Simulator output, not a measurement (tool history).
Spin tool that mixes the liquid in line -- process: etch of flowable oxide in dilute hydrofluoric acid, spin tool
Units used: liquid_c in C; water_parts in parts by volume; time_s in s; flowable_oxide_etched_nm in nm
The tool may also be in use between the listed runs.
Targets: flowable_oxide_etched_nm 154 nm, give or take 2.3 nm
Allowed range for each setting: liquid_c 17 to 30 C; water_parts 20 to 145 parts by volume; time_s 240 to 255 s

{"run": 1, "hour": 0.0, "liquid_c": 22, "water_parts": 80, "time_s": 240, "flowable_oxide_etched_nm": 79.132}
{"run": 2, "hour": 2.4, "liquid_c": 24.5, "water_parts": 70, "time_s": 240, "flowable_oxide_etched_nm": 101.55}
{"run": 3, "hour": 7.8, "liquid_c": 26.5, "water_parts": 65, "time_s": 240, "flowable_oxide_etched_nm": 119.17}
{"run": 4, "hour": 11.1, "liquid_c": 26.5, "water_parts": 55, "time_s": 240, "flowable_oxide_etched_nm": 142.11}
{"run": 5, "hour": 14.6, "liquid_c": 27.5, "water_parts": 55, "time_s": 240, "flowable_oxide_etched_nm": 148.63}
{"run": 6, "hour": 22.4, "liquid_c": 30, "water_parts": 55, "time_s": 240, "flowable_oxide_etched_nm": 164.09}
{"run": 7, "hour": 24.4, "liquid_c": 29.5, "water_parts": 55, "time_s": 240, "flowable_oxide_etched_nm": 160.63}
{"run": 8, "hour": 27.2, "liquid_c": 29, "water_parts": 55, "time_s": 240, "flowable_oxide_etched_nm": 157.26}

Which single option among these 5 for the next run brings every result within its allowed miss of target? Just one does.
{"run": "A", "hour": 30.0, "liquid_c": 30, "water_parts": 60, "time_s": 240, "flowable_oxide_etched_nm": "?"}
{"run": "B", "hour": 30.0, "liquid_c": 28.5, "water_parts": 55, "time_s": 240, "flowable_oxide_etched_nm": "?"}
{"run": "C", "hour": 30.0, "liquid_c": 29.5, "water_parts": 55, "time_s": 240, "flowable_oxide_etched_nm": "?"}
{"run": "D", "hour": 30.0, "liquid_c": 23.5, "water_parts": 50, "time_s": 255, "flowable_oxide_etched_nm": "?"}
{"run": "E", "hour": 30.0, "liquid_c": 26, "water_parts": 55, "time_s": 255, "flowable_oxide_etched_nm": "?"}

move=A flowable_oxide_etched_nm=149.79
move=B flowable_oxide_etched_nm=155.23
move=C flowable_oxide_etched_nm=161.46
move=D flowable_oxide_etched_nm=149.26
move=E flowable_oxide_etched_nm=149.26
A: takes the result that was furthest off past its target
B: all results land within tolerance of their targets
C: the biggest miss grows against the last run
D: takes the result that was furthest off past its target
E: takes the result that was furthest off past its target
Move B is the one to make.
